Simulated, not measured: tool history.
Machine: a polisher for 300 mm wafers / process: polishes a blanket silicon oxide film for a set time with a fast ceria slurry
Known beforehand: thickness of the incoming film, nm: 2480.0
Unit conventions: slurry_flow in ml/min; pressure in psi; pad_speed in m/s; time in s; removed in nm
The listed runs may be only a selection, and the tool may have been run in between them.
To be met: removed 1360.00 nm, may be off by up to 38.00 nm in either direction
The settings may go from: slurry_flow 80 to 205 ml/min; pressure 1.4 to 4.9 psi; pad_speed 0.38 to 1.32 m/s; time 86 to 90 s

run,day,slurry_flow,pressure,pad_speed,time,removed
1,0.000,135,3.1,0.84,86,1120.10
2,0.308,140,3.2,0.84,86,1151.60
3,0.600,165,3.2,0.84,86,1180.80
4,0.858,165,2.9,0.84,86,1064.20
# day 1.146: head pressure recalibrated
5,1.146,165,3.0,0.84,86,1077.20
6,1.225,165,3.0,0.74,86,942.12
7,1.250,165,3.1,0.74,86,977.19
8,1.338,165,3.2,0.74,86,1007.00

Below are 4 possible settings for the next run. Only one of them brings all results inside the allowed miss of their targets. Which is it?
A,1.425,190,2.7,0.50,86,?
B,1.425,190,2.6,0.58,86,?
C,1.425,165,2.9,0.58,86,?
D,1.425,175,3.7,0.82,90,?

move,removed
A,620.01
B,682.88
C,744.81
D,1367.50
A: further off than the last run
B: further off than the last run
C: further off than the last run
D: every result within its allowed miss
Correct choice: D, which meets every target

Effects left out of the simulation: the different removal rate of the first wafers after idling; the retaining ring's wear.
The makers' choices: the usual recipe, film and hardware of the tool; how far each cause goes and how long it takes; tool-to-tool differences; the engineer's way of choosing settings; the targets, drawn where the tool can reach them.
